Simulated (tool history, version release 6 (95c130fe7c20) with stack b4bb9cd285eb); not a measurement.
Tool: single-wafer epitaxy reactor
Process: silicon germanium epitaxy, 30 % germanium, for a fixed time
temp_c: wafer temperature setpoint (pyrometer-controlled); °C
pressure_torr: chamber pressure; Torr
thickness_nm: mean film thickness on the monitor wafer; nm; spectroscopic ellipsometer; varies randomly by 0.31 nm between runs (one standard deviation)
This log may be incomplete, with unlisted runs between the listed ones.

Run 1, day 0.000: temp_c 625 °C, pressure_torr 15.6 Torr. Result: thickness_nm 87.658 nm.
Run 2, day 0.304: temp_c 623 °C, pressure_torr 15.5 Torr. Result: thickness_nm 84.719 nm.
Run 3, day 0.592: temp_c 623 °C, pressure_torr 12.8 Torr. Result: thickness_nm 77.316 nm.
Run 4, day 0.633: temp_c 631 °C, pressure_torr 12.8 Torr. Result: thickness_nm 87.216 nm.
Run 5, day 0.983: temp_c 637 °C, pressure_torr 12.8 Torr. Result: thickness_nm 96.375 nm.
Run 6, day 1.321: temp_c 644 °C, pressure_torr 12.8 Torr. Result: thickness_nm 106.250 nm.
Run 7, day 1.354: temp_c 639 °C, pressure_torr 12.6 Torr. Result: thickness_nm 97.712 nm.
Run 8, day 1.654: temp_c 635 °C, pressure_torr 12.5 Torr. Result: thickness_nm 91.205 nm.

For run 9, what comes out?
Run 9, day 1.829: temp_c 632 °C, pressure_torr 12.4 Torr. Result: thickness_nm ?.

Logged for run 9: thickness_nm 87.552 nm.

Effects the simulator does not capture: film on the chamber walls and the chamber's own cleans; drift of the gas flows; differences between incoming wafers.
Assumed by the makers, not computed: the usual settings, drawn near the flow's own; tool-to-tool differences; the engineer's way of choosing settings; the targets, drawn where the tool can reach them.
